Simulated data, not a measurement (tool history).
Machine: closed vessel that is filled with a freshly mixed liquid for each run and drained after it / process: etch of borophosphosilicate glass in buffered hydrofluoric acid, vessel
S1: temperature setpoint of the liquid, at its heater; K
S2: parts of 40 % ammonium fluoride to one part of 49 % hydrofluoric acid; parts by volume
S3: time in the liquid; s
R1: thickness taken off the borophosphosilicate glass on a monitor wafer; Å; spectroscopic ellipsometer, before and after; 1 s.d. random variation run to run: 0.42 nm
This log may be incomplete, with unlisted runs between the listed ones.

| run | hour | S1 | S2 | S3 | R1 |
|---|---|---|---|---|---|
| 1 | 0.0 | 295.15 | 21.0 | 105 | 629.48 |
| 2 | 2.9 | 295.15 | 16.0 | 105 | 805.35 |
| 3 | 4.8 | 292.65 | 16.0 | 105 | 706.40 |
| 4 | 11.6 | 291.65 | 17.0 | 105 | 630.53 |
| 5 | 17.8 | 290.15 | 17.0 | 105 | 580.63 |
| 6 | 19.6 | 290.15 | 17.0 | 115 | 635.50 |
| 7 | 23.1 | 290.15 | 18.5 | 115 | 581.21 |

For run 8, what comes out?
| 8 | 30.1 | 290.15 | 19.0 | 115 | ? |

Logged for run 8: R1 572.96 Å.

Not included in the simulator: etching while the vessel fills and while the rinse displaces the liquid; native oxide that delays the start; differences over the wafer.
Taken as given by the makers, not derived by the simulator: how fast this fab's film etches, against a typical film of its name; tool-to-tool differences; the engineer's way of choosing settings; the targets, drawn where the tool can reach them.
